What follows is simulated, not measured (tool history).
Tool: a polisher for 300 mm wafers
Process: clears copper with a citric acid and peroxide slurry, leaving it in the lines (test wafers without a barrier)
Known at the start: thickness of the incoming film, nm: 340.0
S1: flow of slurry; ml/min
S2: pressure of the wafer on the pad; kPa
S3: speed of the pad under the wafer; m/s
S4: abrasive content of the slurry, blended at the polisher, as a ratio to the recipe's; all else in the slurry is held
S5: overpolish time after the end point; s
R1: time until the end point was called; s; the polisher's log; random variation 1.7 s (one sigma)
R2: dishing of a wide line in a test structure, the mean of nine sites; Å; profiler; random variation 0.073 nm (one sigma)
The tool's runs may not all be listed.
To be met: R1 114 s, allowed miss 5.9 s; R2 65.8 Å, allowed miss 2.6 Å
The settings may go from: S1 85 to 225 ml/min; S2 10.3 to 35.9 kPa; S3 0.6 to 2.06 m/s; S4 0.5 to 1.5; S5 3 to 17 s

{"run": 1, "hour": 0.0, "S1": 145, "S2": 22.8, "S3": 1.32, "S4": 1, "S5": 9, "R1": 129.23, "R2": 167.74}
{"run": 2, "hour": 5.5, "S1": 145, "S2": 22.8, "S3": 1.44, "S4": 1, "S5": 9, "R1": 120.86, "R2": 175.72}
{"run": 3, "hour": 11.9, "S1": 140, "S2": 21.4, "S3": 1.52, "S4": 1, "S5": 8, "R1": 120.62, "R2": 157.35}
{"run": 4, "hour": 18.6, "S1": 130, "S2": 20, "S3": 1.6, "S4": 1, "S5": 7, "R1": 124.19, "R2": 136.06}
{"run": 5, "hour": 22.4, "S1": 125, "S2": 18.6, "S3": 1.66, "S4": 1, "S5": 6, "R1": 131.29, "R2": 110.02}
{"run": 6, "hour": 31.4, "S1": 120, "S2": 17.9, "S3": 1.72, "S4": 1.05, "S5": 6, "R1": 129.4, "R2": 110.32}
{"run": 7, "hour": 37.6, "S1": 85, "S2": 11, "S3": 2.06, "S4": 1.3, "S5": 3, "R1": 181.79, "R2": 40.564}
{"run": 8, "hour": 40.4, "S1": 95, "S2": 11.7, "S3": 2.06, "S4": 1.35, "S5": 3, "R1": 164.87, "R2": 45.546}
{"run": 9, "hour": 47.9, "S1": 100, "S2": 12.4, "S3": 2.06, "S4": 1.35, "S5": 3, "R1": 147.71, "R2": 48.84}
{"hour": 51.4, "done": "slurry blender recalibrated"}
{"run": 10, "hour": 51.4, "S1": 105, "S2": 12.4, "S3": 2.06, "S4": 1.35, "S5": 3, "R1": 139.12, "R2": 52.525}
{"run": 11, "hour": 60.0, "S1": 110, "S2": 12.4, "S3": 2.06, "S4": 1.35, "S5": 3, "R1": 137.13, "R2": 54.461}
{"run": 12, "hour": 67.3, "S1": 115, "S2": 12.4, "S3": 2.06, "S4": 1.35, "S5": 3, "R1": 133.68, "R2": 54.103}
{"run": 13, "hour": 72.6, "S1": 120, "S2": 12.4, "S3": 2.06, "S4": 1.35, "S5": 3, "R1": 135.61, "R2": 55.697}
{"run": 14, "hour": 77.5, "S1": 125, "S2": 12.4, "S3": 2.06, "S4": 1.35, "S5": 3, "R1": 133.79, "R2": 56.854}
{"run": 15, "hour": 85.8, "S1": 130, "S2": 12.4, "S3": 2.06, "S4": 1.35, "S5": 3, "R1": 131.57, "R2": 57.183}
{"run": 16, "hour": 92.0, "S1": 135, "S2": 12.4, "S3": 2.06, "S4": 1.35, "S5": 3, "R1": 130.67, "R2": 56.761}
{"run": 17, "hour": 97.0, "S1": 150, "S2": 15.9, "S3": 2.06, "S4": 1.35, "S5": 3, "R1": 101.14, "R2": 72.808}
{"run": 18, "hour": 99.4, "S1": 145, "S2": 15.9, "S3": 2.06, "S4": 1.35, "S5": 3, "R1": 103.14, "R2": 71.221}
{"run": 19, "hour": 102.8, "S1": 140, "S2": 15.9, "S3": 2.06, "S4": 1.35, "S5": 3, "R1": 103.61, "R2": 71.577}
{"run": 20, "hour": 109.0, "S1": 135, "S2": 15.9, "S3": 2.06, "S4": 1.35, "S5": 3, "R1": 104.89, "R2": 70.661}
{"run": 21, "hour": 117.5, "S1": 125, "S2": 15.9, "S3": 2.06, "S4": 1.35, "S5": 3, "R1": 105.64, "R2": 69.871}

Which of these 5 next moves meets every target?
{"run": "A", "hour": 126.0, "S1": 135, "S2": 15.9, "S3": 2.06, "S4": 1.45, "S5": 3, "R1": "?", "R2": "?"}
{"run": "B", "hour": 126.0, "S1": 110, "S2": 17.9, "S3": 2.06, "S4": 1.15, "S5": 3, "R1": "?", "R2": "?"}
{"run": "C", "hour": 126.0, "S1": 110, "S2": 17.2, "S3": 1.8, "S4": 1.45, "S5": 3, "R1": "?", "R2": "?"}
{"run": "D", "hour": 126.0, "S1": 120, "S2": 13.1, "S3": 1.92, "S4": 1.5, "S5": 4, "R1": "?", "R2": "?"}
{"run": "E", "hour": 126.0, "S1": 120, "S2": 17.2, "S3": 2.02, "S4": 1.45, "S5": 3, "R1": "?", "R2": "?"}

move=A R1=104.75 R2=71.554
move=B R1=104.39 R2=71.913
move=C R1=114.52 R2=65.729
move=D R1=133.9 R2=74.294
move=E R1=101.57 R2=73.796
A: further off than the last run
B: further off than the last run
C: meets every target
D: further off than the last run
E: further off than the last run
The right move is C.

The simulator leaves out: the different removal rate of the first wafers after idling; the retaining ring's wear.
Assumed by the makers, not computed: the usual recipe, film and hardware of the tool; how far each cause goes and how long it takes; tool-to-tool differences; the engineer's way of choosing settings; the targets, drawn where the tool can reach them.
